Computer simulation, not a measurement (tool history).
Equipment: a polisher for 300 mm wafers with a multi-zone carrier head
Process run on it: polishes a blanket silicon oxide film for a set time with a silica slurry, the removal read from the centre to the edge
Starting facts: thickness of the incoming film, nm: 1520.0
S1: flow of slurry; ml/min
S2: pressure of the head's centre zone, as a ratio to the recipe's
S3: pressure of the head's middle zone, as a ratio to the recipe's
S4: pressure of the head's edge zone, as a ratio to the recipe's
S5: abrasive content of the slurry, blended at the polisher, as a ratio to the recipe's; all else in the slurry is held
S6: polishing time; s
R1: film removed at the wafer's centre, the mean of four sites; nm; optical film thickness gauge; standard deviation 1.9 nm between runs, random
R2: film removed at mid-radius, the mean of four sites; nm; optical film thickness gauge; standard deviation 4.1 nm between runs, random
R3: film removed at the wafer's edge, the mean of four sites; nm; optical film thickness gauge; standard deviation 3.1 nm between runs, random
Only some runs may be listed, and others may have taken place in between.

| run | day | S1 | S2 | S3 | S4 | S5 | S6 | R1 | R2 | R3 |
|---|---|---|---|---|---|---|---|---|---|---|
| 1 | 0.000 | 215 | 1.00 | 1.00 | 1.00 | 1.00 | 74 | 209.43 | 207.75 | 211.69 |
| 2 | 0.154 | 220 | 1.01 | 1.03 | 1.05 | 1.15 | 76 | 229.33 | 234.50 | 234.74 |
| 3 | 0.383 | 270 | 1.01 | 1.03 | 1.05 | 1.15 | 76 | 233.82 | 234.72 | 238.26 |
| 4 | 0.750 | 270 | 0.94 | 1.03 | 1.05 | 1.15 | 76 | 217.57 | 235.22 | 238.63 |
| 5 | 0.838 | 265 | 0.97 | 1.04 | 1.07 | 1.25 | 79 | 240.05 | 248.78 | 255.27 |
| 6 | 0.862 | 265 | 0.98 | 1.06 | 1.09 | 1.30 | 82 | 256.31 | 267.81 | 266.80 |
|  | 0.975 | worn pad replaced by a new one |
| 7 | 0.975 | 285 | 0.98 | 1.03 | 1.14 | 1.50 | 91 | 327.58 | 340.51 | 352.54 |

Expected results for the next run?
| 8 | 1.025 | 270 | 0.98 | 1.03 | 1.12 | 1.50 | 91 | ? | ? | ? |

R1: 325.06 nm
R2: 333.86 nm
R3: 348.00 nm
